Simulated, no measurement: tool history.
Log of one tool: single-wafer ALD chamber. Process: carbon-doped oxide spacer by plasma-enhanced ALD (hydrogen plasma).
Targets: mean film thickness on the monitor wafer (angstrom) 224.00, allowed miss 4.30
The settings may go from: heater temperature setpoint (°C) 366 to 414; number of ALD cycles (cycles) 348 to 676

run,hour,heater temperature setpoint (°C),number of ALD cycles (cycles),mean film thickness on the monitor wafer (angstrom)
1,0.0,390,512,271.92
2,7.5,390,494,259.60
3,16.2,390,482,251.55
4,24.8,399,482,252.19
5,26.3,399,528,275.31
6,34.5,403,528,277.05
7,41.3,403,509,263.63
8,45.6,403,495,257.31
9,54.6,403,483,253.15
10,59.3,403,471,245.54
11,67.9,403,471,246.62
12,76.0,403,412,215.93
13,78.4,403,415,218.36
14,85.0,403,417,215.79
15,88.8,403,420,219.55

4 next moves are on the table. One of them brings every result within its allowed miss. Which?
A,92.6,394,453,?
B,92.6,400,426,?
C,92.6,406,448,?
D,92.6,406,454,?

move,mean film thickness on the monitor wafer (angstrom)
A,240.16
B,225.84
C,234.60
D,237.74
A: takes the result that was furthest off past its target
B: meets every target
C: takes the result that was furthest off past its target
D: takes the result that was furthest off past its target
Answer: B
